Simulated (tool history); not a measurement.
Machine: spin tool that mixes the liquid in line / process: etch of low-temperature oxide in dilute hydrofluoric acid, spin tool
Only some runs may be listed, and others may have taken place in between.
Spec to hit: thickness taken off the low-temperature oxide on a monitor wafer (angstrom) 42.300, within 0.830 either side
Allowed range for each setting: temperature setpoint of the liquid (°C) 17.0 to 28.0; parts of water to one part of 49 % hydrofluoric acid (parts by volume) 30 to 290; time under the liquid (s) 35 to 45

| run | hour | temperature setpoint of the liquid (°C) | parts of water to one part of 49 % hydrofluoric acid (parts by volume) | time under the liquid (s) | thickness taken off the low-temperature oxide on a monitor wafer (angstrom) |
|---|---|---|---|---|---|
| 1 | 0.0 | 20.0 | 160 | 45 | 22.070 |
| 2 | 8.5 | 20.0 | 215 | 45 | 15.675 |
| 3 | 11.8 | 23.0 | 215 | 45 | 17.578 |
| 4 | 15.4 | 23.0 | 215 | 45 | 17.518 |
| 5 | 19.6 | 24.5 | 180 | 45 | 22.887 |
| 6 | 24.6 | 25.5 | 155 | 45 | 28.348 |
| 7 | 31.7 | 26.5 | 140 | 45 | 33.371 |
|  | 39.9 | thermometer replaced |
| 8 | 39.9 | 27.0 | 130 | 45 | 39.135 |
| 9 | 41.6 | 27.5 | 130 | 45 | 39.547 |

5 candidate next runs follow, results not yet known. Just one meets every target within its allowed miss. Identify it.
| A | 43.3 | 28.0 | 130 | 45 | ? |
| B | 43.3 | 25.5 | 120 | 45 | ? |
| C | 43.3 | 28.0 | 120 | 45 | ? |
| D | 43.3 | 28.0 | 125 | 45 | ? |
| E | 43.3 | 26.5 | 125 | 45 | ? |

| move | thickness taken off the low-temperature oxide on a monitor wafer (angstrom) |
|---|---|
| A | 40.780 |
| B | 40.696 |
| C | 44.755 |
| D | 42.686 |
| E | 40.339 |
A: moves toward the targets from the last run without getting all of them in spec
B: moves toward the targets from the last run without getting all of them in spec
C: moves the result that the last run missed by most past its target, out the other side
D: all results land within tolerance of their targets
E: moves toward the targets from the last run without getting all of them in spec
So the answer is move D, the one that meets all the targets.
